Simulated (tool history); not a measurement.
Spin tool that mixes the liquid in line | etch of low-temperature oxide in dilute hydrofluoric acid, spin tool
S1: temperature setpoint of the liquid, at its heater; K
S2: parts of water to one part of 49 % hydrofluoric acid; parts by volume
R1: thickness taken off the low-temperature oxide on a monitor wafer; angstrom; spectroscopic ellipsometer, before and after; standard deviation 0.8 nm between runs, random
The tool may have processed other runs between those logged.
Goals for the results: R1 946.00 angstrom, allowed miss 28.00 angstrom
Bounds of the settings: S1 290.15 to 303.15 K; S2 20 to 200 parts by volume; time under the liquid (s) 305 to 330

Run 1, hour 0.0: S1 295.15 K, S2 110 parts by volume, time under the liquid (s) 305. Result: R1 574.02 angstrom.
Run 2, hour 2.8: S1 295.15 K, S2 140 parts by volume, time under the liquid (s) 305. Result: R1 436.60 angstrom.
Run 3, hour 5.5: S1 297.65 K, S2 125 parts by volume, time under the liquid (s) 305. Result: R1 552.01 angstrom.
Run 4, hour 6.4: S1 297.65 K, S2 95 parts by volume, time under the liquid (s) 305. Result: R1 741.86 angstrom.
Run 5, hour 10.9: S1 299.15 K, S2 95 parts by volume, time under the liquid (s) 305. Result: R1 793.16 angstrom.
Run 6, hour 18.2: S1 301.15 K, S2 95 parts by volume, time under the liquid (s) 305. Result: R1 864.49 angstrom.
Run 7, hour 20.8: S1 301.65 K, S2 95 parts by volume, time under the liquid (s) 305. Result: R1 888.36 angstrom.
Run 8, hour 27.3: S1 302.15 K, S2 95 parts by volume, time under the liquid (s) 305. Result: R1 885.04 angstrom.
Run 9, hour 33.7: S1 302.65 K, S2 95 parts by volume, time under the liquid (s) 305. Result: R1 904.65 angstrom.

Which single option among these 4 for the next run brings every result within its allowed miss of target? Just one does.
Run A, hour 40.1: S1 302.15 K, S2 105 parts by volume, time under the liquid (s) 330. Result: R1 ?.
Run B, hour 40.1: S1 303.15 K, S2 100 parts by volume, time under the liquid (s) 310. Result: R1 ?.
Run C, hour 40.1: S1 302.15 K, S2 100 parts by volume, time under the liquid (s) 305. Result: R1 ?.
Run D, hour 40.1: S1 302.15 K, S2 90 parts by volume, time under the liquid (s) 305. Result: R1 ?.

move      R1
   A  866.94
   B  894.07
   C  847.14
   D  954.46
A: misses by more than the last run did
B: misses by more than the last run did
C: misses by more than the last run did
D: each result inside its tolerance
So the answer is move D, the one that meets all the targets.
